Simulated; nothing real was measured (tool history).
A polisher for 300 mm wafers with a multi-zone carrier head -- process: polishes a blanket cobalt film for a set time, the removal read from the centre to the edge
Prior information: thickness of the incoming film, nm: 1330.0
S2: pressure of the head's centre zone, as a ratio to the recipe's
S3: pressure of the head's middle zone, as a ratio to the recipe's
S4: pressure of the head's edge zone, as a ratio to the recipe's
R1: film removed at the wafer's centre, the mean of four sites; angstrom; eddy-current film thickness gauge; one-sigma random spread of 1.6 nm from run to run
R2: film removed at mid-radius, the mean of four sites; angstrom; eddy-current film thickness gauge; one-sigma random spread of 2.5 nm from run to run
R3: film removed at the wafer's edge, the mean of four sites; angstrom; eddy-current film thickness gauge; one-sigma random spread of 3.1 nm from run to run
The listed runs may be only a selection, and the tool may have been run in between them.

{"run": 1, "hour": 0.0, "flow of slurry (ml/min)": 270, "S2": 1, "S3": 1, "S4": 1, "polishing time (s)": 54, "R1": 1891.9, "R2": 1758.5, "R3": 1821.3}
{"run": 2, "hour": 8.3, "flow of slurry (ml/min)": 270, "S2": 1, "S3": 1, "S4": 0.94, "polishing time (s)": 54, "R1": 1875.3, "R2": 1772.3, "R3": 1789.8}
{"run": 3, "hour": 15.1, "flow of slurry (ml/min)": 265, "S2": 1, "S3": 0.98, "S4": 0.96, "polishing time (s)": 56, "R1": 1965.7, "R2": 1817.7, "R3": 1836.4}
{"run": 4, "hour": 16.8, "flow of slurry (ml/min)": 285, "S2": 0.99, "S3": 0.96, "S4": 0.99, "polishing time (s)": 58, "R1": 2021.6, "R2": 1857.4, "R3": 1959.5}
{"run": 5, "hour": 19.5, "flow of slurry (ml/min)": 285, "S2": 0.99, "S3": 0.96, "S4": 0.99, "polishing time (s)": 71, "R1": 2492.6, "R2": 2256.6, "R3": 2363.2}
{"run": 6, "hour": 24.8, "flow of slurry (ml/min)": 285, "S2": 0.99, "S3": 0.94, "S4": 1.01, "polishing time (s)": 71, "R1": 2488.7, "R2": 2220.2, "R3": 2362.5}
{"run": 7, "hour": 31.9, "flow of slurry (ml/min)": 285, "S2": 0.98, "S3": 0.92, "S4": 1.03, "polishing time (s)": 71, "R1": 2485.4, "R2": 2175.9, "R3": 2418.7}
{"run": 8, "hour": 35.3, "flow of slurry (ml/min)": 285, "S2": 0.98, "S3": 0.91, "S4": 1.04, "polishing time (s)": 71, "R1": 2466.4, "R2": 2212.4, "R3": 2424.2}
{"run": 9, "hour": 42.0, "flow of slurry (ml/min)": 285, "S2": 0.98, "S3": 0.91, "S4": 1.04, "polishing time (s)": 71, "R1": 2462, "R2": 2124.5, "R3": 2401.4}
{"run": 10, "hour": 43.5, "flow of slurry (ml/min)": 285, "S2": 0.98, "S3": 0.91, "S4": 1.05, "polishing time (s)": 71, "R1": 2479.1, "R2": 2215.1, "R3": 2465.5}
{"run": 11, "hour": 50.8, "flow of slurry (ml/min)": 285, "S2": 0.98, "S3": 0.9, "S4": 1.06, "polishing time (s)": 71, "R1": 2497.1, "R2": 2149.5, "R3": 2417.5}

The next listed run, before its measurement:
{"run": 12, "hour": 53.9, "flow of slurry (ml/min)": 285, "S2": 0.97, "S3": 0.89, "S4": 1.07, "polishing time (s)": 71, "R1": "?", "R2": "?", "R3": "?"}

{"run 12": {"R1": 2424.1, "R2": 2102, "R3": 2508.3}}

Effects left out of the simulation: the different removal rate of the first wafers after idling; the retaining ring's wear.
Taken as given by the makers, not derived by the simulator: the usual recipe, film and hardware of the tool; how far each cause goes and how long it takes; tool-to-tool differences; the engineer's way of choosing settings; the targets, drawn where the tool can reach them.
